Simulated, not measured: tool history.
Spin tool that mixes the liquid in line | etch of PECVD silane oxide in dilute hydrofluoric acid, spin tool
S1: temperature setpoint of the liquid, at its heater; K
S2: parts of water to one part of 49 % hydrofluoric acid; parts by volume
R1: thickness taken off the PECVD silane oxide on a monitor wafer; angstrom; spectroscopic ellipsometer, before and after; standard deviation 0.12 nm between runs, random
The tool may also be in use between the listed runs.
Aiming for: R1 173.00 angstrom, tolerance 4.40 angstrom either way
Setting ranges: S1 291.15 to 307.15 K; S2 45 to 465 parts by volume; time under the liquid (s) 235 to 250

Run 1, hour 0.0: S1 299.15 K, S2 255 parts by volume, time under the liquid (s) 235. Result: R1 223.51 angstrom.
Run 2, hour 6.1: S1 298.15 K, S2 255 parts by volume, time under the liquid (s) 235. Result: R1 213.97 angstrom.
Run 3, hour 8.2: S1 297.65 K, S2 255 parts by volume, time under the liquid (s) 235. Result: R1 210.77 angstrom.
Run 4, hour 16.5: S1 297.65 K, S2 255 parts by volume, time under the liquid (s) 250. Result: R1 224.92 angstrom.
Run 5, hour 20.8: S1 297.65 K, S2 205 parts by volume, time under the liquid (s) 250. Result: R1 298.95 angstrom.
Run 6, hour 27.9: S1 297.15 K, S2 210 parts by volume, time under the liquid (s) 250. Result: R1 284.34 angstrom.
Run 7, hour 33.4: S1 297.15 K, S2 210 parts by volume, time under the liquid (s) 250. Result: R1 288.70 angstrom.
Run 8, hour 36.3: S1 293.15 K, S2 285 parts by volume, time under the liquid (s) 250. Result: R1 168.60 angstrom.

Which of these 4 next moves meets every target?
Run A, hour 39.2: S1 295.15 K, S2 280 parts by volume, time under the liquid (s) 235. Result: R1 ?.
Run B, hour 39.2: S1 293.65 K, S2 280 parts by volume, time under the liquid (s) 235. Result: R1 ?.
Run C, hour 39.2: S1 296.65 K, S2 305 parts by volume, time under the liquid (s) 235. Result: R1 ?.
Run D, hour 39.2: S1 292.15 K, S2 260 parts by volume, time under the liquid (s) 250. Result: R1 ?.

move      R1
   A  174.09
   B  164.85
   C  164.57
   D  181.90
A: every result within its allowed miss
B: its largest miss is bigger than the last run's
C: its largest miss is bigger than the last run's
D: carries the result that was furthest off beyond its target, to the other side
The right move is A.
